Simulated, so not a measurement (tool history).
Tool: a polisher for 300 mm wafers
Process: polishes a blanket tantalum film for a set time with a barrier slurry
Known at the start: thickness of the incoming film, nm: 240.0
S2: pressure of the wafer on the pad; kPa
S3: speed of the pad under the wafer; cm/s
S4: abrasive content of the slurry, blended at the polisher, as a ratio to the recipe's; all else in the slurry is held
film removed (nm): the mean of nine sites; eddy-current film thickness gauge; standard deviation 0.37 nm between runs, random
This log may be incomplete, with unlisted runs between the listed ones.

{"run": 1, "hour": 0.0, "flow of slurry (ml/min)": 280, "S2": 11, "S3": 104, "S4": 1, "polishing time (s)": 55, "film removed (nm)": 83.502}
{"run": 2, "hour": 3.4, "flow of slurry (ml/min)": 280, "S2": 11, "S3": 104, "S4": 0.9, "polishing time (s)": 55, "film removed (nm)": 82.751}
{"run": 3, "hour": 12.3, "flow of slurry (ml/min)": 280, "S2": 9.7, "S3": 102, "S4": 0.9, "polishing time (s)": 55, "film removed (nm)": 72.444}
{"run": 4, "hour": 14.7, "flow of slurry (ml/min)": 280, "S2": 9, "S3": 100, "S4": 0.9, "polishing time (s)": 55, "film removed (nm)": 64.639}
{"run": 5, "hour": 19.5, "flow of slurry (ml/min)": 280, "S2": 8.3, "S3": 100, "S4": 0.9, "polishing time (s)": 55, "film removed (nm)": 60.853}
{"run": 6, "hour": 25.8, "flow of slurry (ml/min)": 280, "S2": 7.6, "S3": 100, "S4": 0.9, "polishing time (s)": 55, "film removed (nm)": 55.517}
{"run": 7, "hour": 32.2, "flow of slurry (ml/min)": 280, "S2": 6.9, "S3": 100, "S4": 0.9, "polishing time (s)": 55, "film removed (nm)": 51.231}
{"run": 8, "hour": 33.0, "flow of slurry (ml/min)": 275, "S2": 4.8, "S3": 100, "S4": 0.9, "polishing time (s)": 55, "film removed (nm)": 37.086}

Predict the results of run 9:
{"run": 9, "hour": 40.2, "flow of slurry (ml/min)": 290, "S2": 4.8, "S3": 100, "S4": 0.9, "polishing time (s)": 55, "film removed (nm)": "?"}

For run 9 the tool returned film removed (nm) 37.045.
